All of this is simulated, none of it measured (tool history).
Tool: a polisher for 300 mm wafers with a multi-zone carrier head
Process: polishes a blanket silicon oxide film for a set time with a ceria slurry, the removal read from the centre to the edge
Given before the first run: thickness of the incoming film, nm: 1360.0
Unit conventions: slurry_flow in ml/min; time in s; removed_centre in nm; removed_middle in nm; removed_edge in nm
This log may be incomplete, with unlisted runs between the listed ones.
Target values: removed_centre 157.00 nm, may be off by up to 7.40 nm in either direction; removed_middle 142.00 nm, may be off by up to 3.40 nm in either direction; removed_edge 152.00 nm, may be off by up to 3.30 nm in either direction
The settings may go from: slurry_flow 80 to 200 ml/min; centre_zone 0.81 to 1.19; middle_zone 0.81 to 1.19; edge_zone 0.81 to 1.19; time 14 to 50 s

| run | hour | slurry_flow | centre_zone | middle_zone | edge_zone | time | removed_centre | removed_middle | removed_edge |
|---|---|---|---|---|---|---|---|---|---|
| 1 | 0.0 | 130 | 1.00 | 1.00 | 1.00 | 32 | 166.75 | 167.31 | 165.28 |
| 2 | 4.6 | 130 | 1.00 | 1.00 | 1.06 | 32 | 171.56 | 168.74 | 171.32 |
| 3 | 13.2 | 125 | 1.00 | 0.99 | 1.05 | 32 | 171.46 | 165.88 | 169.11 |
| 4 | 15.2 | 125 | 1.00 | 0.99 | 0.97 | 32 | 163.79 | 165.44 | 162.98 |
| 5 | 16.8 | 125 | 1.00 | 0.99 | 0.97 | 24 | 128.43 | 123.10 | 120.82 |
| 6 | 19.8 | 125 | 1.00 | 0.99 | 1.03 | 24 | 127.04 | 124.63 | 125.44 |
| 7 | 23.4 | 130 | 1.00 | 0.99 | 1.05 | 24 | 126.62 | 124.62 | 126.28 |
| 8 | 27.2 | 135 | 1.01 | 0.99 | 1.06 | 24 | 127.99 | 124.35 | 126.74 |
| 9 | 35.1 | 135 | 1.02 | 0.99 | 1.07 | 24 | 131.08 | 125.27 | 129.56 |

Below are 4 possible settings for the next run. Only one of them brings all results inside the allowed miss of their targets. Which is it?
| A | 43.0 | 85 | 1.09 | 1.04 | 1.05 | 31 | ? | ? | ? |
| B | 43.0 | 105 | 1.09 | 0.99 | 1.10 | 29 | ? | ? | ? |
| C | 43.0 | 160 | 0.85 | 1.19 | 0.83 | 22 | ? | ? | ? |
| D | 43.0 | 130 | 1.09 | 1.07 | 1.06 | 27 | ? | ? | ? |

| move | removed_centre | removed_middle | removed_edge |
|---|---|---|---|
| A | 154.41 | 147.48 | 151.16 |
| B | 155.45 | 142.47 | 151.10 |
| C | 102.25 | 134.00 | 107.00 |
| D | 153.73 | 146.88 | 143.10 |
A: corrects the largest miss of the last run, while another result sits out of spec
B: all results land within tolerance of their targets
C: lands further from the targets than the last run did
D: gains on the last run, yet a result remains outside its allowed miss
B meets every target.
